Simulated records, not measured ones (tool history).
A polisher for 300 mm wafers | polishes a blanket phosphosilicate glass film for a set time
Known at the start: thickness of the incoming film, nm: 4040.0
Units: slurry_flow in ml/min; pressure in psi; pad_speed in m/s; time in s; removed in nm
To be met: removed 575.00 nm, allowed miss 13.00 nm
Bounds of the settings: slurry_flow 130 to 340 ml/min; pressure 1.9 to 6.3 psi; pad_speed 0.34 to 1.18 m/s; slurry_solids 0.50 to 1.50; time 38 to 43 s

Run 1, hour 0.0: slurry_flow 220 ml/min, pressure 4.1 psi, pad_speed 0.76 m/s, slurry_solids 1.00, time 43 s. Result: removed 445.02 nm.
Run 2, hour 3.2: slurry_flow 225 ml/min, pressure 4.3 psi, pad_speed 0.76 m/s, slurry_solids 1.00, time 43 s. Result: removed 459.21 nm.
Run 3, hour 5.6: slurry_flow 225 ml/min, pressure 4.3 psi, pad_speed 0.76 m/s, slurry_solids 0.85, time 43 s. Result: removed 433.38 nm.
Run 4, hour 10.0: slurry_flow 260 ml/min, pressure 4.3 psi, pad_speed 0.76 m/s, slurry_solids 0.85, time 43 s. Result: removed 442.37 nm.
Run 5, hour 17.7: slurry_flow 260 ml/min, pressure 4.3 psi, pad_speed 0.68 m/s, slurry_solids 0.85, time 43 s. Result: removed 414.54 nm.
Run 6, hour 20.3: slurry_flow 260 ml/min, pressure 3.4 psi, pad_speed 0.68 m/s, slurry_solids 0.85, time 43 s. Result: removed 330.20 nm.
Run 7, hour 21.3: slurry_flow 265 ml/min, pressure 3.8 psi, pad_speed 0.68 m/s, slurry_solids 0.85, time 43 s. Result: removed 371.73 nm.
At hour 23.8: slurry nozzle cleaned.
Run 8, hour 23.8: slurry_flow 275 ml/min, pressure 4.1 psi, pad_speed 0.68 m/s, slurry_solids 0.85, time 43 s. Result: removed 415.64 nm.
Run 9, hour 32.2: slurry_flow 285 ml/min, pressure 4.2 psi, pad_speed 0.68 m/s, slurry_solids 0.85, time 43 s. Result: removed 429.77 nm.
Run 10, hour 37.0: slurry_flow 295 ml/min, pressure 4.3 psi, pad_speed 0.68 m/s, slurry_solids 0.85, time 43 s. Result: removed 435.95 nm.
Run 11, hour 40.7: slurry_flow 300 ml/min, pressure 4.5 psi, pad_speed 0.68 m/s, slurry_solids 0.85, time 43 s. Result: removed 460.29 nm.
Run 12, hour 45.5: slurry_flow 305 ml/min, pressure 4.6 psi, pad_speed 0.68 m/s, slurry_solids 0.85, time 43 s. Result: removed 469.68 nm.
Run 13, hour 48.2: slurry_flow 310 ml/min, pressure 4.7 psi, pad_speed 0.68 m/s, slurry_solids 0.85, time 43 s. Result: removed 476.37 nm.
Run 14, hour 52.4: slurry_flow 315 ml/min, pressure 4.8 psi, pad_speed 0.68 m/s, slurry_solids 0.85, time 43 s. Result: removed 490.06 nm.
Run 15, hour 54.6: slurry_flow 320 ml/min, pressure 4.9 psi, pad_speed 0.68 m/s, slurry_solids 0.85, time 43 s. Result: removed 497.16 nm.
Run 16, hour 59.7: slurry_flow 320 ml/min, pressure 5.0 psi, pad_speed 0.68 m/s, slurry_solids 0.85, time 43 s. Result: removed 515.18 nm.
Run 17, hour 64.0: slurry_flow 325 ml/min, pressure 5.5 psi, pad_speed 0.68 m/s, slurry_solids 0.85, time 43 s. Result: removed 562.80 nm.

5 next moves are on the table. One of them brings every result within its allowed miss. Which?
Run A, hour 68.3: slurry_flow 340 ml/min, pressure 5.2 psi, pad_speed 0.72 m/s, slurry_solids 0.85, time 42 s. Result: removed ?.
Run B, hour 68.3: slurry_flow 335 ml/min, pressure 6.1 psi, pad_speed 0.64 m/s, slurry_solids 0.85, time 39 s. Result: removed ?.
Run C, hour 68.3: slurry_flow 300 ml/min, pressure 5.6 psi, pad_speed 0.66 m/s, slurry_solids 0.95, time 39 s. Result: removed ?.
Run D, hour 68.3: slurry_flow 335 ml/min, pressure 6.1 psi, pad_speed 0.70 m/s, slurry_solids 0.75, time 39 s. Result: removed ?.
Run E, hour 68.3: slurry_flow 340 ml/min, pressure 5.5 psi, pad_speed 0.70 m/s, slurry_solids 0.90, time 42 s. Result: removed ?.

move  removed
   A   539.70
   B   552.54
   C   536.76
   D   544.09
   E   576.94
A: further off than the last run
B: further off than the last run
C: further off than the last run
D: further off than the last run
E: meets every target
Answer: E
